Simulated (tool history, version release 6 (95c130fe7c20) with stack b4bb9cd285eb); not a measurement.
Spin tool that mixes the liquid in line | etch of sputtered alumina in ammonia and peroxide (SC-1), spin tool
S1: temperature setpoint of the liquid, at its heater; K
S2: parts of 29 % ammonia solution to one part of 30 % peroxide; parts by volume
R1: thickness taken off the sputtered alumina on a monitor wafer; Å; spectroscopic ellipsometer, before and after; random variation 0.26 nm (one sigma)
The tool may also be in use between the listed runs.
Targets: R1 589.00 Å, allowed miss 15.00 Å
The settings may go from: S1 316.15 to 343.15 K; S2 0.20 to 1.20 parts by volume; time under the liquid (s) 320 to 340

Run 1, hour 0.0: S1 332.15 K, S2 0.90 parts by volume, time under the liquid (s) 320. Result: R1 331.16 Å.
Run 2, hour 5.5: S1 335.15 K, S2 0.90 parts by volume, time under the liquid (s) 320. Result: R1 385.26 Å.
Run 3, hour 11.6: S1 337.15 K, S2 0.90 parts by volume, time under the liquid (s) 320. Result: R1 425.64 Å.
Run 4, hour 19.2: S1 337.15 K, S2 0.90 parts by volume, time under the liquid (s) 320. Result: R1 425.57 Å.
Run 5, hour 19.9: S1 337.15 K, S2 1.20 parts by volume, time under the liquid (s) 320. Result: R1 440.76 Å.
Run 6, hour 23.6: S1 338.65 K, S2 1.20 parts by volume, time under the liquid (s) 320. Result: R1 473.92 Å.
Run 7, hour 28.6: S1 339.65 K, S2 1.20 parts by volume, time under the liquid (s) 320. Result: R1 499.02 Å.
Run 8, hour 30.7: S1 340.65 K, S2 1.20 parts by volume, time under the liquid (s) 320. Result: R1 520.02 Å.
Run 9, hour 32.6: S1 341.15 K, S2 1.20 parts by volume, time under the liquid (s) 320. Result: R1 532.40 Å.
Run 10, hour 36.5: S1 341.65 K, S2 1.20 parts by volume, time under the liquid (s) 320. Result: R1 546.61 Å.
Run 11, hour 41.2: S1 342.15 K, S2 1.20 parts by volume, time under the liquid (s) 320. Result: R1 558.95 Å.

4 next moves are on the table. One of them brings every result within its allowed miss. Which?
Run A, hour 45.9: S1 343.15 K, S2 1.15 parts by volume, time under the liquid (s) 325. Result: R1 ?.
Run B, hour 45.9: S1 341.65 K, S2 1.05 parts by volume, time under the liquid (s) 320. Result: R1 ?.
Run C, hour 45.9: S1 340.65 K, S2 1.20 parts by volume, time under the liquid (s) 335. Result: R1 ?.
Run D, hour 45.9: S1 340.65 K, S2 1.10 parts by volume, time under the liquid (s) 330. Result: R1 ?.

move      R1
   A  595.03
   B  540.36
   C  545.67
   D  533.13
A: meets every target
B: further off than the last run
C: further off than the last run
D: further off than the last run
Answer: A
